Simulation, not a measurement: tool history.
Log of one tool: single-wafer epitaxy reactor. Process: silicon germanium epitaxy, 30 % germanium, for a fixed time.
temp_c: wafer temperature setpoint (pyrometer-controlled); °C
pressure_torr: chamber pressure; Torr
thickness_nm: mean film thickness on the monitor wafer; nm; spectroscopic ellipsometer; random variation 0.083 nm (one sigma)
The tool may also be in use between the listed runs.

run	day	temp_c	pressure_torr	thickness_nm
1	0	585	18.1	43.182
2	0.112	585	16.8	42.189
3	0.2	582	16.8	40.053
4	0.492	580	16.8	38.677
5	0.675	578	16.8	37.573
6	1	568	16.8	31.56
7	1.375	570	16.8	32.554

Forecast run 8:
8	1.558	572	16.8	?

Run 8 gave thickness_nm 33.814 nm.
